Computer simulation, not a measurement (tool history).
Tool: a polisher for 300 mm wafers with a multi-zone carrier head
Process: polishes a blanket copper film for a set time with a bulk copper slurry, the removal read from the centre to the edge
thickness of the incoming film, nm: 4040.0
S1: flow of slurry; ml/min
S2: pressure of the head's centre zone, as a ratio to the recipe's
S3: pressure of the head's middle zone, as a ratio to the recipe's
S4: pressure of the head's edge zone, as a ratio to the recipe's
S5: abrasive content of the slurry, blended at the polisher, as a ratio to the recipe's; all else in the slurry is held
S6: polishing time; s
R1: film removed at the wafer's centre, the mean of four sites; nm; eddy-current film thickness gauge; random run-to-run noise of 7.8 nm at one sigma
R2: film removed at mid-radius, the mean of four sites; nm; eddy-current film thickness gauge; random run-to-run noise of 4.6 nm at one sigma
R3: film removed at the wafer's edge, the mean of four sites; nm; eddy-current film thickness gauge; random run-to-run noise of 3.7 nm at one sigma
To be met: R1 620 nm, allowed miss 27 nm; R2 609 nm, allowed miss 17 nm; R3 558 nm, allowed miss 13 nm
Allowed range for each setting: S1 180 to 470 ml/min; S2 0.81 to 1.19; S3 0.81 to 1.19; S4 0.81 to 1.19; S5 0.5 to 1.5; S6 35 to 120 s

{"run": 1, "hour": 0.0, "S1": 300, "S2": 1, "S3": 1, "S4": 1, "S5": 1, "S6": 77, "R1": 622.35, "R2": 632.97, "R3": 608.04}
{"run": 2, "hour": 6.5, "S1": 300, "S2": 1, "S3": 1, "S4": 1, "S5": 1, "S6": 63, "R1": 497.19, "R2": 516.65, "R3": 509.73}
{"run": 3, "hour": 13.7, "S1": 300, "S2": 1, "S3": 0.92, "S4": 1, "S5": 1, "S6": 63, "R1": 498.36, "R2": 482.07, "R3": 504.29}
{"run": 4, "hour": 21.5, "S1": 310, "S2": 1.03, "S3": 0.96, "S4": 1.01, "S5": 1.05, "S6": 63, "R1": 513.62, "R2": 508.3, "R3": 508.79}
{"run": 5, "hour": 28.9, "S1": 310, "S2": 1.03, "S3": 0.96, "S4": 1.01, "S5": 0.85, "S6": 63, "R1": 496.63, "R2": 482.47, "R3": 493.96}
{"run": 6, "hour": 34.2, "S1": 315, "S2": 1.06, "S3": 0.98, "S4": 1.03, "S5": 0.9, "S6": 63, "R1": 521.92, "R2": 491.47, "R3": 500.09}
{"run": 7, "hour": 42.2, "S1": 320, "S2": 1.07, "S3": 1.01, "S4": 1.05, "S5": 0.95, "S6": 63, "R1": 535.85, "R2": 513.45, "R3": 512.18}
{"run": 8, "hour": 49.8, "S1": 325, "S2": 1.08, "S3": 1.04, "S4": 1.07, "S5": 1, "S6": 63, "R1": 542.38, "R2": 537.31, "R3": 524.49}
{"run": 9, "hour": 51.2, "S1": 325, "S2": 1.08, "S3": 1.04, "S4": 1.07, "S5": 1, "S6": 63, "R1": 543.6, "R2": 530.22, "R3": 524.65}
{"run": 10, "hour": 54.1, "S1": 330, "S2": 1.1, "S3": 1.06, "S4": 1.08, "S5": 1.05, "S6": 63, "R1": 565.13, "R2": 549.32, "R3": 524.06}
{"run": 11, "hour": 62.6, "S1": 335, "S2": 1.11, "S3": 1.07, "S4": 1.09, "S5": 1.1, "S6": 63, "R1": 559.01, "R2": 569.1, "R3": 537.69}
{"run": 12, "hour": 67.7, "S1": 340, "S2": 1.13, "S3": 1.08, "S4": 1.09, "S5": 1.1, "S6": 63, "R1": 580.18, "R2": 561.71, "R3": 541.21}
{"run": 13, "hour": 69.7, "S1": 380, "S2": 1.15, "S3": 1.18, "S4": 1.09, "S5": 1.2, "S6": 63, "R1": 608.98, "R2": 630.92, "R3": 551.95}

Which one of the following 5 next-run settings gets every result inside its allowed miss? There is exactly one.
{"run": "A", "hour": 71.7, "S1": 395, "S2": 1.19, "S3": 1.15, "S4": 1.11, "S5": 1.1, "S6": 64, "R1": "?", "R2": "?", "R3": "?"}
{"run": "B", "hour": 71.7, "S1": 440, "S2": 1.18, "S3": 1.19, "S4": 1.03, "S5": 1.2, "S6": 62, "R1": "?", "R2": "?", "R3": "?"}
{"run": "C", "hour": 71.7, "S1": 280, "S2": 1.1, "S3": 1.19, "S4": 0.94, "S5": 1.2, "S6": 66, "R1": "?", "R2": "?", "R3": "?"}
{"run": "D", "hour": 71.7, "S1": 340, "S2": 1.18, "S3": 1.19, "S4": 1.1, "S5": 1.2, "S6": 64, "R1": "?", "R2": "?", "R3": "?"}
{"run": "E", "hour": 71.7, "S1": 365, "S2": 1.18, "S3": 1.19, "S4": 1.01, "S5": 1.25, "S6": 63, "R1": "?", "R2": "?", "R3": "?"}

move=A R1=613.66 R2=613.79 R3=556.45
move=B R1=606.82 R2=629.22 R3=535.02
move=C R1=583.7 R2=646.33 R3=533.53
move=D R1=613.49 R2=637.35 R3=559.93
move=E R1=613.31 R2=636.85 R3=538.68
A: every result within its allowed miss
B: further off than the last run
C: further off than the last run
D: further off than the last run
E: further off than the last run
Move A is the one to make.
